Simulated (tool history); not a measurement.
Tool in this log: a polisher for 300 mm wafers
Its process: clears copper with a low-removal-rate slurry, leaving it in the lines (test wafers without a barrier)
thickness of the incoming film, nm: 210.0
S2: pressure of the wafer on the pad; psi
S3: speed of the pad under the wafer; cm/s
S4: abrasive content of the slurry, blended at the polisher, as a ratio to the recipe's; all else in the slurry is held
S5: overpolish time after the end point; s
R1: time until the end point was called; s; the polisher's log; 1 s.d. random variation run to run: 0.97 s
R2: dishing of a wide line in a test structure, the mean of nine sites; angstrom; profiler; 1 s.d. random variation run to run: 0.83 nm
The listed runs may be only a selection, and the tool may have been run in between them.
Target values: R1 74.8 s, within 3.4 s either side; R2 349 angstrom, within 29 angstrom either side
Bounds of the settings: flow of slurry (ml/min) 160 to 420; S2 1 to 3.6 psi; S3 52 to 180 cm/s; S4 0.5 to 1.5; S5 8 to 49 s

Run 1, hour 0: flow of slurry (ml/min) 270, S2 2.3 psi, S3 116 cm/s, S4 1, S5 25 s. Result: R1 71.332 s, R2 518.78 angstrom.
Run 2, hour 1.4: flow of slurry (ml/min) 270, S2 2.3 psi, S3 116 cm/s, S4 0.9, S5 25 s. Result: R1 73.635 s, R2 508.77 angstrom.
Run 3, hour 4.2: flow of slurry (ml/min) 270, S2 2.3 psi, S3 116 cm/s, S4 0.9, S5 21 s. Result: R1 72.13 s, R2 434.03 angstrom.
Run 4, hour 11: flow of slurry (ml/min) 270, S2 1.9 psi, S3 116 cm/s, S4 0.9, S5 21 s. Result: R1 85.477 s, R2 376.03 angstrom.
Run 5, hour 19: flow of slurry (ml/min) 270, S2 1.9 psi, S3 116 cm/s, S4 0.7, S5 21 s. Result: R1 93.059 s, R2 369.58 angstrom.
Run 6, hour 23.7: flow of slurry (ml/min) 270, S2 1.9 psi, S3 116 cm/s, S4 0.8, S5 21 s. Result: R1 89.265 s, R2 372.49 angstrom.
At hour 29.4: head pressure recalibrated.
Run 7, hour 29.4: flow of slurry (ml/min) 270, S2 2 psi, S3 116 cm/s, S4 0.8, S5 19 s. Result: R1 92.664 s, R2 345.77 angstrom.
Run 8, hour 35.8: flow of slurry (ml/min) 270, S2 2.2 psi, S3 118 cm/s, S4 0.8, S5 17 s. Result: R1 84.051 s, R2 339.73 angstrom.
Run 9, hour 39.3: flow of slurry (ml/min) 270, S2 2.3 psi, S3 118 cm/s, S4 0.8, S5 16 s. Result: R1 79.591 s, R2 335.97 angstrom.

Of the 4 settings listed for the next run, only one would bring every result within its allowed miss of target. Which one?
Run A, hour 42.8: flow of slurry (ml/min) 275, S2 2.3 psi, S3 126 cm/s, S4 0.8, S5 22 s. Result: R1 ?, R2 ?.
Run B, hour 42.8: flow of slurry (ml/min) 260, S2 2.4 psi, S3 102 cm/s, S4 0.75, S5 18 s. Result: R1 ?, R2 ?.
Run C, hour 42.8: flow of slurry (ml/min) 385, S2 2.4 psi, S3 124 cm/s, S4 0.7, S5 16 s. Result: R1 ?, R2 ?.
Run D, hour 42.8: flow of slurry (ml/min) 250, S2 2.3 psi, S3 112 cm/s, S4 0.75, S5 23 s. Result: R1 ?, R2 ?.

move      R1      R2
   A  77.631  453.33
   B  88.803  348.44
   C  75.849  360.07
   D  86.682  431.01
A: the worst result of the last run now meets its target, but another is out of spec
B: further off than the last run
C: all results in spec
D: further off than the last run
So the answer is move C, the one that meets all the targets.
